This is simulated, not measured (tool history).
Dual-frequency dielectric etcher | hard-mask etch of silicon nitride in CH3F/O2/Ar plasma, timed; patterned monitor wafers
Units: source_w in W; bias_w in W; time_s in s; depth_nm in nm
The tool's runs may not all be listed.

run    day  source_w  bias_w  time_s  depth_nm
  1      0       550      78    95.5    74.708
  2  0.271       550      71    95.5    72.809
  3  0.579       550      71    95.5    72.982
  4  0.933       550      71    95.5    71.919
  5  1.046       550      71      88    66.844
  6  1.229       530      70      88    65.972
  7  1.462       510      69      88    64.433

The next listed run, before its measurement:
  8  1.767       490      69      88         ?

depth_nm: 63.61 nm
